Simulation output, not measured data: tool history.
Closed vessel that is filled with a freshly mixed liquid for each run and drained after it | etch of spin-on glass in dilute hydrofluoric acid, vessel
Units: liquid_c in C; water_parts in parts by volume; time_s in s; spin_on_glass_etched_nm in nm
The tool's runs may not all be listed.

run  hour  liquid_c  water_parts  time_s  spin_on_glass_etched_nm
  1   0.0      25.0          210     145                   21.961
  2   3.9      27.0          185     145                   27.298
  3  10.1      30.0          185     145                   29.950
  4  19.0      30.5          165     145                   35.161
  5  21.3      31.0          155     145                   38.791
  6  25.2      31.5          150     145                   41.049
  7  30.2      32.0          145     145                   43.849
  8  37.2      32.0          145     145                   43.784

Forecast run 9:
  9  42.1      32.0          140     145                        ?

spin_on_glass_etched_nm: 45.595 nm
